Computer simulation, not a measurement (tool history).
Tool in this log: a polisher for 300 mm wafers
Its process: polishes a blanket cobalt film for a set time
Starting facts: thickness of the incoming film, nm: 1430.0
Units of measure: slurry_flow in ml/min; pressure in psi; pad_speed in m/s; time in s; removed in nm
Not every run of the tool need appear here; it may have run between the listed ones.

{"run": 1, "hour": 0.0, "slurry_flow": 290, "pressure": 1.7, "pad_speed": 0.84, "time": 71, "removed": 231.61}
{"run": 2, "hour": 7.8, "slurry_flow": 290, "pressure": 1.7, "pad_speed": 0.84, "time": 71, "removed": 232.16}
{"run": 3, "hour": 9.8, "slurry_flow": 290, "pressure": 1.5, "pad_speed": 0.84, "time": 71, "removed": 210.79}
{"run": 4, "hour": 13.2, "slurry_flow": 290, "pressure": 1.5, "pad_speed": 0.68, "time": 71, "removed": 173.28}
{"run": 5, "hour": 15.6, "slurry_flow": 290, "pressure": 1.5, "pad_speed": 0.68, "time": 71, "removed": 173.12}
{"run": 6, "hour": 22.3, "slurry_flow": 290, "pressure": 1.5, "pad_speed": 0.68, "time": 74, "removed": 183.9}
{"run": 7, "hour": 29.4, "slurry_flow": 290, "pressure": 1.4, "pad_speed": 0.68, "time": 74, "removed": 168.78}

Run 8 comes next. What will it give?
{"run": 8, "hour": 38.2, "slurry_flow": 290, "pressure": 1.3, "pad_speed": 0.68, "time": 74, "removed": "?"}

Run 8 measured removed 158.01 nm.
